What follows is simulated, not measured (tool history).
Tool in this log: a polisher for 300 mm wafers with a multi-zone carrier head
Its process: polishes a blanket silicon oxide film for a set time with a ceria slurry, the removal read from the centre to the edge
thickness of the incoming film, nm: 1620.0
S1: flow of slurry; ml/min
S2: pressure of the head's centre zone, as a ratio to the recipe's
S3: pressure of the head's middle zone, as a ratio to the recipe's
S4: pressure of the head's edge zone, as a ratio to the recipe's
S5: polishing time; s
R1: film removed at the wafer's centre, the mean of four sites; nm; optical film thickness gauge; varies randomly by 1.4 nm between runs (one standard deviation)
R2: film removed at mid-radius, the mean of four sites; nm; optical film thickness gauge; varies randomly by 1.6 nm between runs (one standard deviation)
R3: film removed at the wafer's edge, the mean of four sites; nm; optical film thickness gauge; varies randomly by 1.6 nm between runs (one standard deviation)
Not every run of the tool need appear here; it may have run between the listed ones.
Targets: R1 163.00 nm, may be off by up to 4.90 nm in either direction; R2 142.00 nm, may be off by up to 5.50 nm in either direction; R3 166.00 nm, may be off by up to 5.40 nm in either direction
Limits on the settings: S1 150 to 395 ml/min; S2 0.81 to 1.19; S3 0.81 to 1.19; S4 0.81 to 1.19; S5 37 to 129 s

{"run": 1, "hour": 0.0, "S1": 250, "S2": 1.0, "S3": 1.0, "S4": 1.0, "S5": 83, "R1": 181.99, "R2": 181.53, "R3": 180.17}
{"run": 2, "hour": 1.1, "S1": 305, "S2": 1.0, "S3": 1.0, "S4": 1.0, "S5": 83, "R1": 190.1, "R2": 188.99, "R3": 182.26}
{"run": 3, "hour": 5.3, "S1": 285, "S2": 0.99, "S3": 0.96, "S4": 0.99, "S5": 82, "R1": 181.7, "R2": 179.2, "R3": 179.77}
{"run": 4, "hour": 10.2, "S1": 265, "S2": 1.0, "S3": 0.93, "S4": 0.98, "S5": 81, "R1": 180.95, "R2": 169.49, "R3": 171.61}
{"run": 5, "hour": 14.6, "S1": 265, "S2": 1.0, "S3": 0.86, "S4": 0.98, "S5": 81, "R1": 178.46, "R2": 163.79, "R3": 176.56}
{"run": 6, "hour": 17.9, "S1": 265, "S2": 0.94, "S3": 0.86, "S4": 0.98, "S5": 81, "R1": 166.13, "R2": 158.88, "R3": 172.53}
{"run": 7, "hour": 20.0, "S1": 250, "S2": 0.95, "S3": 0.85, "S4": 0.99, "S5": 80, "R1": 165.78, "R2": 155.68, "R3": 170.36}
{"run": 8, "hour": 25.5, "S1": 250, "S2": 0.95, "S3": 0.85, "S4": 0.99, "S5": 80, "R1": 166.82, "R2": 156.77, "R3": 172.6}

Which single option among these 5 for the next run brings every result within its allowed miss of target? Just one does.
{"run": "A", "hour": 31.0, "S1": 355, "S2": 0.87, "S3": 0.95, "S4": 1.01, "S5": 81, "R1": "?", "R2": "?", "R3": "?"}
{"run": "B", "hour": 31.0, "S1": 210, "S2": 0.91, "S3": 1.03, "S4": 0.81, "S5": 84, "R1": "?", "R2": "?", "R3": "?"}
{"run": "C", "hour": 31.0, "S1": 175, "S2": 1.02, "S3": 0.81, "S4": 1.1, "S5": 81, "R1": "?", "R2": "?", "R3": "?"}
{"run": "D", "hour": 31.0, "S1": 295, "S2": 0.93, "S3": 0.96, "S4": 0.9, "S5": 83, "R1": "?", "R2": "?", "R3": "?"}
{"run": "E", "hour": 31.0, "S1": 275, "S2": 0.99, "S3": 0.82, "S4": 1.06, "S5": 74, "R1": "?", "R2": "?", "R3": "?"}

move=A R1=160.68 R2=181.67 R3=183.67
move=B R1=162.90 R2=188.13 R3=164.07
move=C R1=169.75 R2=147.38 R3=178.88
move=D R1=172.71 R2=184.30 R3=175.82
move=E R1=162.46 R2=145.45 R3=168.78
A: lands further from the targets than the last run did
B: lands further from the targets than the last run did
C: gets the furthest-off result to its target, but another result is out of tolerance
D: lands further from the targets than the last run did
E: hits every target within its allowed miss
Move E is the one to make.

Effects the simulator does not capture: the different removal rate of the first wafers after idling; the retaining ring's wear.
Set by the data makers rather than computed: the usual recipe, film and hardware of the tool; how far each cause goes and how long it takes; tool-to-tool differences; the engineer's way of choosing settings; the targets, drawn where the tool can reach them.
